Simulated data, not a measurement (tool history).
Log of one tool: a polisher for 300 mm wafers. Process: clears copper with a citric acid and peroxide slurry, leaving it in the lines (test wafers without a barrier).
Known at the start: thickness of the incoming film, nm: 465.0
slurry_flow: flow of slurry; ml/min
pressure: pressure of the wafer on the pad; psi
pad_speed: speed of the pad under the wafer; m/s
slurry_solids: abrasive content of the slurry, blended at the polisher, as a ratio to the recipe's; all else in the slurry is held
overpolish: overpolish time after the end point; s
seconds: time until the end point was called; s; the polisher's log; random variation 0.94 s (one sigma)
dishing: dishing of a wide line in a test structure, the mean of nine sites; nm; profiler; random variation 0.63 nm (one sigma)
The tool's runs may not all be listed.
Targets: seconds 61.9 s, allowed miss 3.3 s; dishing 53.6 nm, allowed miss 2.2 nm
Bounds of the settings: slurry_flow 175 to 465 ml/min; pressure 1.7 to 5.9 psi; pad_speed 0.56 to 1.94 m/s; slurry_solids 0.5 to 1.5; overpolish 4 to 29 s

Run 1, day 0: slurry_flow 295 ml/min, pressure 3.8 psi, pad_speed 1.24 m/s, slurry_solids 1, overpolish 15 s. Result: seconds 119.4 s, dishing 42.198 nm.
Run 2, day 0.038: slurry_flow 295 ml/min, pressure 4.4 psi, pad_speed 1.28 m/s, slurry_solids 1, overpolish 13 s. Result: seconds 102.24 s, dishing 44.067 nm.
Run 3, day 0.108: slurry_flow 225 ml/min, pressure 4.4 psi, pad_speed 1.28 m/s, slurry_solids 1, overpolish 13 s. Result: seconds 105.97 s, dishing 42.033 nm.
Run 4, day 0.404: slurry_flow 250 ml/min, pressure 4.8 psi, pad_speed 1.34 m/s, slurry_solids 1, overpolish 12 s. Result: seconds 91.626 s, dishing 43.813 nm.
Run 5, day 0.704: slurry_flow 250 ml/min, pressure 4.8 psi, pad_speed 1.54 m/s, slurry_solids 1, overpolish 12 s. Result: seconds 83.431 s, dishing 47.424 nm.
Run 6, day 0.975: slurry_flow 250 ml/min, pressure 4.8 psi, pad_speed 1.54 m/s, slurry_solids 1.15, overpolish 12 s. Result: seconds 80.086 s, dishing 48.5 nm.
Run 7, day 1.029: slurry_flow 270 ml/min, pressure 5 psi, pad_speed 1.56 m/s, slurry_solids 1.15, overpolish 11 s. Result: seconds 78.047 s, dishing 48.858 nm.
Run 8, day 1.067: slurry_flow 280 ml/min, pressure 5.2 psi, pad_speed 1.6 m/s, slurry_solids 1.15, overpolish 10 s. Result: seconds 70.728 s, dishing 47.042 nm.
Run 9, day 1.238: slurry_flow 280 ml/min, pressure 5.4 psi, pad_speed 1.6 m/s, slurry_solids 1.15, overpolish 10 s. Result: seconds 71.058 s, dishing 47.928 nm.
Run 10, day 1.608: slurry_flow 280 ml/min, pressure 5.5 psi, pad_speed 1.62 m/s, slurry_solids 1.15, overpolish 10 s. Result: seconds 68.12 s, dishing 49.209 nm.
Run 11, day 1.638: slurry_flow 280 ml/min, pressure 5.6 psi, pad_speed 1.64 m/s, slurry_solids 1.15, overpolish 10 s. Result: seconds 66.889 s, dishing 50.345 nm.
Run 12, day 1.688: slurry_flow 280 ml/min, pressure 5.6 psi, pad_speed 1.64 m/s, slurry_solids 1.15, overpolish 10 s. Result: seconds 66.647 s, dishing 50.961 nm.

4 next moves are on the table. One of them brings every result within its allowed miss. Which?
Run A, day 1.738: slurry_flow 300 ml/min, pressure 5.3 psi, pad_speed 1.72 m/s, slurry_solids 1.1, overpolish 9 s. Result: seconds ?, dishing ?.
Run B, day 1.738: slurry_flow 265 ml/min, pressure 5.4 psi, pad_speed 1.46 m/s, slurry_solids 1.2, overpolish 11 s. Result: seconds ?, dishing ?.
Run C, day 1.738: slurry_flow 245 ml/min, pressure 5.1 psi, pad_speed 1.68 m/s, slurry_solids 1.25, overpolish 10 s. Result: seconds ?, dishing ?.
Run D, day 1.738: slurry_flow 235 ml/min, pressure 5.5 psi, pad_speed 1.9 m/s, slurry_solids 1.15, overpolish 10 s. Result: seconds ?, dishing ?.

move  seconds  dishing
   A   66.578   44.641
   B   72.625   49.401
   C   70.412   46.576
   D   61.864    52.32
A: further off than the last run
B: further off than the last run
C: further off than the last run
D: meets every target
Answer: D
